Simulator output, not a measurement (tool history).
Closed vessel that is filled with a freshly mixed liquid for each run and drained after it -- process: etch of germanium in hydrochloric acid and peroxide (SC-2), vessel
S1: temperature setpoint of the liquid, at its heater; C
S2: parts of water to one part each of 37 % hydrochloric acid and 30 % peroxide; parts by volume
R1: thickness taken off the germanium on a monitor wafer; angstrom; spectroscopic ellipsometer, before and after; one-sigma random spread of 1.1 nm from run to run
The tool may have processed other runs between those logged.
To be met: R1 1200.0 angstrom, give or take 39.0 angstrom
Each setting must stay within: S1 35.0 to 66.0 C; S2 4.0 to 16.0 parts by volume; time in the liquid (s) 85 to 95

run 1 day=0.000 | S1=50.0 S2=9.0 time_in_the_liquid_(s)=85 | R1=1835.5
run 2 day=0.029 | S1=45.5 S2=9.0 time_in_the_liquid_(s)=85 | R1=1607.2
run 3 day=0.117 | S1=45.5 S2=9.0 time_in_the_liquid_(s)=95 | R1=1793.0
run 4 day=0.325 | S1=44.0 S2=9.0 time_in_the_liquid_(s)=95 | R1=1694.3
run 5 day=0.546 | S1=44.0 S2=9.0 time_in_the_liquid_(s)=95 | R1=1678.0
run 6 day=0.883 | S1=44.0 S2=9.0 time_in_the_liquid_(s)=95 | R1=1668.4
run 7 day=1.042 | S1=42.5 S2=9.0 time_in_the_liquid_(s)=95 | R1=1591.4
run 8 day=1.229 | S1=41.5 S2=9.0 time_in_the_liquid_(s)=95 | R1=1580.3
run 9 day=1.300 | S1=40.5 S2=9.0 time_in_the_liquid_(s)=95 | R1=1509.4
run 10 day=1.388 | S1=39.5 S2=9.0 time_in_the_liquid_(s)=95 | R1=1463.9
run 11 day=1.638 | S1=39.0 S2=9.0 time_in_the_liquid_(s)=95 | R1=1441.3
run 12 day=1.929 | S1=38.5 S2=9.0 time_in_the_liquid_(s)=95 | R1=1412.0
run 13 day=2.033 | S1=38.0 S2=9.0 time_in_the_liquid_(s)=95 | R1=1366.1
run 14 day=2.367 | S1=35.0 S2=9.5 time_in_the_liquid_(s)=95 | R1=1239.9

Which one of the following 4 next-run settings gets every result inside its allowed miss? There is exactly one.
run A day=2.700 | S1=37.5 S2=8.0 time_in_the_liquid_(s)=90 | R1=?
run B day=2.700 | S1=37.5 S2=15.0 time_in_the_liquid_(s)=95 | R1=?
run C day=2.700 | S1=39.0 S2=9.5 time_in_the_liquid_(s)=85 | R1=?
run D day=2.700 | S1=35.0 S2=12.5 time_in_the_liquid_(s)=95 | R1=?

move=A R1=1304.4
move=B R1=1301.9
move=C R1=1282.9
move=D R1=1220.5
A: lands further from the targets than the last run did
B: lands further from the targets than the last run did
C: lands further from the targets than the last run did
D: each result inside its tolerance
The right move is D.

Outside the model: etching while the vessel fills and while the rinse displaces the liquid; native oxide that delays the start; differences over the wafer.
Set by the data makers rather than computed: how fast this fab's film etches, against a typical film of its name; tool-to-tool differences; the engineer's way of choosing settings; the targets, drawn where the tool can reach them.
